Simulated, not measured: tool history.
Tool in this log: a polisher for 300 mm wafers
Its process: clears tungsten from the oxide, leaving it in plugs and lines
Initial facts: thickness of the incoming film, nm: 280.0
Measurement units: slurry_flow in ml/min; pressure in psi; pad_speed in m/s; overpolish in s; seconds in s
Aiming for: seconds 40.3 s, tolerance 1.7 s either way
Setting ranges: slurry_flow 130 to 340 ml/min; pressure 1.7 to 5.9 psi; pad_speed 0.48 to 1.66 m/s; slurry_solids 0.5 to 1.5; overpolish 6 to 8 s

run  hour  slurry_flow  pressure  pad_speed  slurry_solids  overpolish  seconds
  1     0          220       3.8       1.06              1           8   56.441
  2   4.3          220       3.8       1.16              1           8   52.428
  3  11.1          220       3.8       1.16            0.9           8   53.766
  4  18.8          220       4.1       1.16            0.9           8   50.185
  5  27.8          220       4.3       1.16            0.9           8   49.344
  6  29.5          220       4.3       1.16           1.05           8   47.226
  7  34.7          220       4.5       1.16           1.05           8   45.046
  8  40.2          220       4.6       1.16           1.05           8   43.845
  9  43.7          220       4.6       1.16           1.05           8   44.418
 10  50.6          220       4.7       1.16           1.05           8   43.269
 11  54.6          220       4.8       1.16           1.05           8   42.597
 12  58.2          220       4.9       1.16           1.05           8   42.386

Which one of the following 4 next-run settings gets every result inside its allowed miss? There is exactly one.
  A  61.8          210       4.5       1.16           1.05           6        ?
  B  61.8          230       4.4       1.32              1           6        ?
  C  61.8          225       5.5       1.24           0.95           8        ?
  D  61.8          270       4.3       1.16           1.15           8        ?

move  seconds
   A   46.029
   B   41.439
   C   37.591
   D   44.949
A: lands further from the targets than the last run did
B: in spec on every target
C: takes the biggest miss from the last run beyond its target
D: lands further from the targets than the last run did
Correct choice: B, which meets every target
